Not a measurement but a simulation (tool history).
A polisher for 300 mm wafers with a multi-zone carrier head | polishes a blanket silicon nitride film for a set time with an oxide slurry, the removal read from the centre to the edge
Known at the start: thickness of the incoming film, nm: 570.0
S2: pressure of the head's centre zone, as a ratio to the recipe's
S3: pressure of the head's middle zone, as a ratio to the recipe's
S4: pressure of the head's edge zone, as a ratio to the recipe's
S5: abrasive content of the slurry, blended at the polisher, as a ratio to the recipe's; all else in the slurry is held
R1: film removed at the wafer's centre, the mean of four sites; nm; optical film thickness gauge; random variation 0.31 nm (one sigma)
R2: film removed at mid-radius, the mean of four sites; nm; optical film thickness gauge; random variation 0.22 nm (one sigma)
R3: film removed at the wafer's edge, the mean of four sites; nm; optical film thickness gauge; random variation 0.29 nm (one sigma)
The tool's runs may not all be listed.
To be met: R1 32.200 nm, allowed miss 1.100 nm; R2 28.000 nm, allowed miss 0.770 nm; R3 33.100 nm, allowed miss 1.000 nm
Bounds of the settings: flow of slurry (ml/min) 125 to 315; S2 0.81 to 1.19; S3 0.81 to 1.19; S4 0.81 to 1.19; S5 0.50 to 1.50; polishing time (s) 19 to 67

Run 1, day 0.000: flow of slurry (ml/min) 205, S2 1.00, S3 1.00, S4 1.00, S5 1.00, polishing time (s) 43. Result: R1 26.000 nm, R2 26.136 nm, R3 25.327 nm.
Run 2, day 0.104: flow of slurry (ml/min) 205, S2 0.92, S3 1.00, S4 1.00, S5 1.00, polishing time (s) 43. Result: R1 23.772 nm, R2 26.305 nm, R3 25.695 nm.
Run 3, day 0.388: flow of slurry (ml/min) 210, S2 0.94, S3 0.98, S4 1.03, S5 1.05, polishing time (s) 43. Result: R1 24.822 nm, R2 26.490 nm, R3 26.086 nm.
Run 4, day 0.638: flow of slurry (ml/min) 240, S2 0.94, S3 0.98, S4 1.03, S5 1.05, polishing time (s) 43. Result: R1 25.134 nm, R2 27.626 nm, R3 27.036 nm.
Run 5, day 0.904: flow of slurry (ml/min) 235, S2 0.95, S3 0.95, S4 1.06, S5 1.10, polishing time (s) 43. Result: R1 26.048 nm, R2 27.159 nm, R3 27.991 nm.
Run 6, day 1.092: flow of slurry (ml/min) 215, S2 0.95, S3 0.95, S4 1.06, S5 1.10, polishing time (s) 43. Result: R1 25.950 nm, R2 26.900 nm, R3 27.118 nm.
Run 7, day 1.200: flow of slurry (ml/min) 230, S2 0.96, S3 0.93, S4 1.08, S5 1.10, polishing time (s) 43. Result: R1 26.275 nm, R2 26.860 nm, R3 27.870 nm.
Run 8, day 1.275: flow of slurry (ml/min) 240, S2 0.97, S3 0.91, S4 1.10, S5 1.10, polishing time (s) 43. Result: R1 26.488 nm, R2 26.963 nm, R3 28.254 nm.
Run 9, day 1.433: flow of slurry (ml/min) 240, S2 0.98, S3 0.89, S4 1.11, S5 1.15, polishing time (s) 43. Result: R1 27.343 nm, R2 26.419 nm, R3 28.652 nm.

5 next moves are on the table. One of them brings every result within its allowed miss. Which?
Run A, day 1.592: flow of slurry (ml/min) 220, S2 1.01, S3 1.01, S4 1.11, S5 1.20, polishing time (s) 37. Result: R1 ?, R2 ?, R3 ?.
Run B, day 1.592: flow of slurry (ml/min) 305, S2 1.02, S3 0.81, S4 1.17, S5 1.25, polishing time (s) 45. Result: R1 ?, R2 ?, R3 ?.
Run C, day 1.592: flow of slurry (ml/min) 255, S2 0.88, S3 0.92, S4 1.15, S5 1.05, polishing time (s) 44. Result: R1 ?, R2 ?, R3 ?.
Run D, day 1.592: flow of slurry (ml/min) 235, S2 0.88, S3 0.96, S4 1.19, S5 1.05, polishing time (s) 39. Result: R1 ?, R2 ?, R3 ?.
Run E, day 1.592: flow of slurry (ml/min) 185, S2 0.90, S3 1.15, S4 1.06, S5 1.10, polishing time (s) 41. Result: R1 ?, R2 ?, R3 ?.

move      R1      R2      R3
   A  24.590  24.777  25.304
   B  32.018  28.209  33.155
   C  24.604  26.997  29.456
   D  21.564  24.250  26.361
   E  22.725  27.859  25.879
A: further off than the last run
B: meets every target
C: further off than the last run
D: further off than the last run
E: further off than the last run
The right move is B.

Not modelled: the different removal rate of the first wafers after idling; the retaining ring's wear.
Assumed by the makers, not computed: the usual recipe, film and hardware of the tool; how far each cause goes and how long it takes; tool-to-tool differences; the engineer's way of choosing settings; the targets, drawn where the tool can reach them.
